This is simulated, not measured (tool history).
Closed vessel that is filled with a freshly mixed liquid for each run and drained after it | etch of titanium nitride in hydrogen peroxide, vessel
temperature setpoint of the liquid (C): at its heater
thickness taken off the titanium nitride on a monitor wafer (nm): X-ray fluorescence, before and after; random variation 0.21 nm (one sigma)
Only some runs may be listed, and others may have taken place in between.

| run | hour | temperature setpoint of the liquid (C) | concentration of hydrogen peroxide in the mixed liquid (% by weight) | time in the liquid (s) | thickness taken off the titanium nitride on a monitor wafer (nm) |
|---|---|---|---|---|---|
| 1 | 0.0 | 53.0 | 19.5 | 130 | 14.017 |
| 2 | 8.7 | 53.0 | 21.5 | 130 | 14.132 |
| 3 | 10.4 | 54.5 | 21.5 | 130 | 16.032 |
| 4 | 14.1 | 55.5 | 21.5 | 130 | 17.076 |
| 5 | 18.6 | 56.5 | 21.5 | 130 | 18.208 |
| 6 | 19.5 | 57.5 | 21.5 | 130 | 19.534 |
| 7 | 22.0 | 58.0 | 21.5 | 130 | 20.285 |
| 8 | 26.1 | 58.5 | 21.5 | 130 | 20.955 |

Estimate the outcome of run 9 from the log above:
| 9 | 32.8 | 59.0 | 21.5 | 130 | ? |

Run 9 gave thickness taken off the titanium nitride on a monitor wafer (nm) 21.617.

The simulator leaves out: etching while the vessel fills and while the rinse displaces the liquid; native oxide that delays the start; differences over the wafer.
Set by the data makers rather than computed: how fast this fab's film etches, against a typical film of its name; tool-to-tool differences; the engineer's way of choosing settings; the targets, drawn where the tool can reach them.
